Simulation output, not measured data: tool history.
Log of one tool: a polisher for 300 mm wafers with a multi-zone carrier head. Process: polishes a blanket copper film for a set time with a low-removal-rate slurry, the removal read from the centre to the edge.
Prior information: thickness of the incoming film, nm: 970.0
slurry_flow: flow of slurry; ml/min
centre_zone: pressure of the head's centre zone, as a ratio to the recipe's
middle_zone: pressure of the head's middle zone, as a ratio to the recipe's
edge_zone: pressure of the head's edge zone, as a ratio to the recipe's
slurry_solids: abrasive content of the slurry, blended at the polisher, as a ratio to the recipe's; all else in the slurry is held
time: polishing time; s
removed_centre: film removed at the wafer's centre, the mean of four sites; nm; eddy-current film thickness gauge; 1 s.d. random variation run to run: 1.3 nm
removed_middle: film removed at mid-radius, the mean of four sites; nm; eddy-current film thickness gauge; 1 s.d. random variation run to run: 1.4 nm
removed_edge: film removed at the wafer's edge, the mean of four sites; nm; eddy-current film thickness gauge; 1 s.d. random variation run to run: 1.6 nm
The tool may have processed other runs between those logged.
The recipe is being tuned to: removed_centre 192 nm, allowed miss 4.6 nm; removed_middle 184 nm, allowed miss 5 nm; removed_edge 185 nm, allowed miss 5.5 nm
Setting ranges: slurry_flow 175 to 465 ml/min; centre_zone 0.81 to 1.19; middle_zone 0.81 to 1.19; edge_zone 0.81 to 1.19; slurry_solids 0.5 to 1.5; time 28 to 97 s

run 1 hour=0 | slurry_flow=295 centre_zone=1 middle_zone=1 edge_zone=1 slurry_solids=1 time=62 | removed_centre=160.28 removed_middle=157.05 removed_edge=158.74
run 2 hour=8.2 | slurry_flow=295 centre_zone=0.92 middle_zone=1 edge_zone=1 slurry_solids=1 time=62 | removed_centre=147.18 removed_middle=154.77 removed_edge=158.45
run 3 hour=13.3 | slurry_flow=315 centre_zone=0.98 middle_zone=1.03 edge_zone=1.05 slurry_solids=1.05 time=62 | removed_centre=159.62 removed_middle=162.33 removed_edge=164.57
run 4 hour=13.9 | slurry_flow=315 centre_zone=0.98 middle_zone=1.03 edge_zone=1.08 slurry_solids=1.05 time=62 | removed_centre=157.7 removed_middle=164.6 removed_edge=167.13
run 5 hour=20 | slurry_flow=315 centre_zone=0.98 middle_zone=1.11 edge_zone=1.08 slurry_solids=1.05 time=62 | removed_centre=157.25 removed_middle=171.27 removed_edge=164.58
run 6 hour=24.3 | slurry_flow=335 centre_zone=1.02 middle_zone=1.1 edge_zone=1.11 slurry_solids=1.1 time=62 | removed_centre=168.59 removed_middle=175.82 removed_edge=170.86
run 7 hour=25.1 | slurry_flow=355 centre_zone=1.04 middle_zone=1.09 edge_zone=1.13 slurry_solids=1.1 time=62 | removed_centre=174.34 removed_middle=175.07 removed_edge=174.56
run 8 hour=32.5 | slurry_flow=375 centre_zone=1.06 middle_zone=1.1 edge_zone=1.15 slurry_solids=1.1 time=62 | removed_centre=177.85 removed_middle=175.22 removed_edge=175.28
run 9 hour=38.6 | slurry_flow=375 centre_zone=1.06 middle_zone=1.1 edge_zone=1.15 slurry_solids=1.1 time=62 | removed_centre=176.42 removed_middle=175.69 removed_edge=179.27
run 10 hour=46.2 | slurry_flow=385 centre_zone=1.08 middle_zone=1.11 edge_zone=1.16 slurry_solids=1.1 time=62 | removed_centre=180 removed_middle=175.18 removed_edge=180.95
run 11 hour=47.2 | slurry_flow=415 centre_zone=1.13 middle_zone=1.17 edge_zone=1.16 slurry_solids=1.15 time=62 | removed_centre=194.04 removed_middle=186.51 removed_edge=178.93

Next run, 4 choices. One meets every target within its allowed miss, the rest don't. Which?
run A hour=48.2 | slurry_flow=465 centre_zone=1.16 middle_zone=1.15 edge_zone=1.17 slurry_solids=1.2 time=59 | removed_centre=? removed_middle=? removed_edge=?
run B hour=48.2 | slurry_flow=405 centre_zone=1.13 middle_zone=1.13 edge_zone=1.19 slurry_solids=1.1 time=63 | removed_centre=? removed_middle=? removed_edge=?
run C hour=48.2 | slurry_flow=435 centre_zone=1.16 middle_zone=1.19 edge_zone=1.12 slurry_solids=1.05 time=61 | removed_centre=? removed_middle=? removed_edge=?
run D hour=48.2 | slurry_flow=440 centre_zone=1.18 middle_zone=1.19 edge_zone=1.08 slurry_solids=1.2 time=61 | removed_centre=? removed_middle=? removed_edge=?

move=A removed_centre=190.8 removed_middle=181.18 removed_edge=173.17
move=B removed_centre=192.48 removed_middle=185.07 removed_edge=181.59
move=C removed_centre=190.52 removed_middle=186.37 removed_edge=169.16
move=D removed_centre=199.94 removed_middle=192.23 removed_edge=171.28
A: misses by more than the last run did
B: each result inside its tolerance
C: misses by more than the last run did
D: misses by more than the last run did
B meets every target.

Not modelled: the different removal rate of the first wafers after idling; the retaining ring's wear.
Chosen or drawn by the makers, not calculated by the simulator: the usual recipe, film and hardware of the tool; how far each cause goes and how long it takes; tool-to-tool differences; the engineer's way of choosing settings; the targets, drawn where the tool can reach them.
